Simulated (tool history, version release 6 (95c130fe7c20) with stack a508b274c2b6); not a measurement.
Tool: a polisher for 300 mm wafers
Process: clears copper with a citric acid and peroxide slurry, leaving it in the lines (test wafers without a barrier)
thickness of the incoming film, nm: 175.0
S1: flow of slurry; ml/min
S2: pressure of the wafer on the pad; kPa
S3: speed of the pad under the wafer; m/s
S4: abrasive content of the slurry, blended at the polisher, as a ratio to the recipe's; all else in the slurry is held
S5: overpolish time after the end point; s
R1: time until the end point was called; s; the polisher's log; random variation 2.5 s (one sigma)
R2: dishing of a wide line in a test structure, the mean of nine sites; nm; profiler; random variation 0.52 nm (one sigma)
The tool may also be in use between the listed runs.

run  hour   S1    S2    S3  S4  S5      R1      R2
  1     0  170  20.7  0.88   1  14   111.4   18.43
  2   8.7  190  20.7  0.88   1  14   110.6  18.973
  3  17.2  190  20.7  0.88   1  16     109  21.653
  4  18.7  190  19.3  0.88   1  17  117.23  21.322
  5  24.1  190  19.3  0.88   1  14  115.84  18.305
  6  27.7  225  19.3  0.88   1  14  110.79  18.334

Run 7 comes next. What will it give?
  7  30.2  225  19.3  0.88   1  14   ?   ?

{"run 7": {"R1": 111.77, "R2": 18.975}}

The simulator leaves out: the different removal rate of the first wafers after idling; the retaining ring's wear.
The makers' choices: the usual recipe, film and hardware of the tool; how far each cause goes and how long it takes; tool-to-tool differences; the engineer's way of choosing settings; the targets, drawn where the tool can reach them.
